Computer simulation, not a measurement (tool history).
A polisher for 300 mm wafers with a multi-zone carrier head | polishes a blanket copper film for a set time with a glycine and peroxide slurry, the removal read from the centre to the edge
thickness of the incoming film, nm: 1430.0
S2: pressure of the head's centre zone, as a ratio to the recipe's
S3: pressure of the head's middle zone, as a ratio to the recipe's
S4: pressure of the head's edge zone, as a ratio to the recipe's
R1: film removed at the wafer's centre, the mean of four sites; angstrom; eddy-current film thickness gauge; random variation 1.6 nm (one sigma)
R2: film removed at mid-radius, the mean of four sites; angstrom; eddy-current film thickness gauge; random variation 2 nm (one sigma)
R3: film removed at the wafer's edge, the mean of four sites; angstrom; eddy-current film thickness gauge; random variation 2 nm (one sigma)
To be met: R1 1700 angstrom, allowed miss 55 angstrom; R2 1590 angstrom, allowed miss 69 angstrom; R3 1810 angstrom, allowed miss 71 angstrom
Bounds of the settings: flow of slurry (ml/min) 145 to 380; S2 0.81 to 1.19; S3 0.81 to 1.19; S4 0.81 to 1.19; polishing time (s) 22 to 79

{"run": 1, "day": 0.0, "flow of slurry (ml/min)": 245, "S2": 1, "S3": 1, "S4": 1, "polishing time (s)": 50, "R1": 2569.6, "R2": 2588.6, "R3": 2622.7}
{"run": 2, "day": 0.288, "flow of slurry (ml/min)": 245, "S2": 1, "S3": 1, "S4": 1, "polishing time (s)": 43, "R1": 2240.4, "R2": 2215.3, "R3": 2218.4}
{"run": 3, "day": 0.592, "flow of slurry (ml/min)": 245, "S2": 1, "S3": 1, "S4": 0.92, "polishing time (s)": 43, "R1": 2250.7, "R2": 2184.1, "R3": 2183.2}
{"run": 4, "day": 0.708, "flow of slurry (ml/min)": 245, "S2": 0.93, "S3": 1, "S4": 0.92, "polishing time (s)": 43, "R1": 2099.7, "R2": 2163.9, "R3": 2174.1}
{"run": 5, "day": 1.004, "flow of slurry (ml/min)": 245, "S2": 0.92, "S3": 0.99, "S4": 0.92, "polishing time (s)": 42, "R1": 2041.4, "R2": 2123.3, "R3": 2111.5}
{"run": 6, "day": 1.058, "flow of slurry (ml/min)": 245, "S2": 0.92, "S3": 0.99, "S4": 0.92, "polishing time (s)": 54, "R1": 2577.3, "R2": 2821, "R3": 2779.8}
{"run": 7, "day": 1.129, "flow of slurry (ml/min)": 215, "S2": 0.86, "S3": 0.89, "S4": 0.88, "polishing time (s)": 40, "R1": 1747, "R2": 1822.3, "R3": 1915.4}
{"run": 8, "day": 1.221, "flow of slurry (ml/min)": 215, "S2": 0.87, "S3": 0.88, "S4": 0.88, "polishing time (s)": 40, "R1": 1807.7, "R2": 1846, "R3": 1954.3}
{"run": 9, "day": 1.462, "flow of slurry (ml/min)": 215, "S2": 0.87, "S3": 0.87, "S4": 0.88, "polishing time (s)": 40, "R1": 1777.5, "R2": 1770.5, "R3": 1966.8}
{"run": 10, "day": 1.688, "flow of slurry (ml/min)": 215, "S2": 0.87, "S3": 0.87, "S4": 0.87, "polishing time (s)": 40, "R1": 1781.8, "R2": 1759.8, "R3": 1971.1}
{"day": 1.908, "done": "slurry nozzle cleaned"}
{"run": 11, "day": 1.908, "flow of slurry (ml/min)": 210, "S2": 0.87, "S3": 0.87, "S4": 0.86, "polishing time (s)": 40, "R1": 1857.4, "R2": 1913.8, "R3": 2005.7}
{"run": 12, "day": 2.004, "flow of slurry (ml/min)": 210, "S2": 0.87, "S3": 0.87, "S4": 0.86, "polishing time (s)": 39, "R1": 1822.9, "R2": 1792.8, "R3": 1934.5}
{"run": 13, "day": 2.079, "flow of slurry (ml/min)": 210, "S2": 0.87, "S3": 0.84, "S4": 0.86, "polishing time (s)": 37, "R1": 1753.7, "R2": 1699.3, "R3": 1837.5}

Which of these 4 next moves meets every target?
{"run": "A", "day": 2.154, "flow of slurry (ml/min)": 205, "S2": 0.92, "S3": 0.81, "S4": 0.91, "polishing time (s)": 37, "R1": "?", "R2": "?", "R3": "?"}
{"run": "B", "day": 2.154, "flow of slurry (ml/min)": 220, "S2": 0.88, "S3": 0.81, "S4": 0.92, "polishing time (s)": 35, "R1": "?", "R2": "?", "R3": "?"}
{"run": "C", "day": 2.154, "flow of slurry (ml/min)": 220, "S2": 0.9, "S3": 0.81, "S4": 0.81, "polishing time (s)": 38, "R1": "?", "R2": "?", "R3": "?"}
{"run": "D", "day": 2.154, "flow of slurry (ml/min)": 205, "S2": 0.91, "S3": 0.91, "S4": 0.81, "polishing time (s)": 35, "R1": "?", "R2": "?", "R3": "?"}

move=A R1=1826.5 R2=1613.4 R3=1901.7
move=B R1=1684.5 R2=1543.2 R3=1822.8
move=C R1=1863.9 R2=1675.6 R3=1868.9
move=D R1=1713 R2=1671.8 R3=1705.2
A: brings the result that was furthest off to its target, and leaves another outside
B: meets every target
C: further off than the last run
D: nearer than the last run, and not there yet
Move B is the one to make.
